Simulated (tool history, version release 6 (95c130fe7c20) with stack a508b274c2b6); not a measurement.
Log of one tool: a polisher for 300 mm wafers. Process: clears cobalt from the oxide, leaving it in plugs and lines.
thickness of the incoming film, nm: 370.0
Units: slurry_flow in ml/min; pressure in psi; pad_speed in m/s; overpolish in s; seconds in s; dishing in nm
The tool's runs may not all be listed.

| run | hour | slurry_flow | pressure | pad_speed | overpolish | seconds | dishing |
|---|---|---|---|---|---|---|---|
| 1 | 0 | 210 | 2.3 | 1.04 | 24 | 49.718 | 65.78 |
| 2 | 1.5 | 210 | 2.3 | 0.88 | 24 | 57.61 | 62.364 |
| 3 | 2.6 | 210 | 2.5 | 0.92 | 23 | 52.406 | 65.65 |
| 4 | 9 | 210 | 2.6 | 0.98 | 21 | 44.984 | 65.425 |
| 5 | 14.8 | 210 | 2.6 | 0.98 | 11 | 45.221 | 49.219 |
| 6 | 15.8 | 210 | 2.7 | 1 | 12 | 43.261 | 53.24 |
| 7 | 20.7 | 210 | 2.8 | 1.02 | 13 | 41.895 | 57.917 |

The next listed run, before its measurement:
| 8 | 24.5 | 210 | 2.9 | 1.06 | 13 | ? | ? |

{"run 8": {"seconds": 39.403, "dishing": 57.808}}

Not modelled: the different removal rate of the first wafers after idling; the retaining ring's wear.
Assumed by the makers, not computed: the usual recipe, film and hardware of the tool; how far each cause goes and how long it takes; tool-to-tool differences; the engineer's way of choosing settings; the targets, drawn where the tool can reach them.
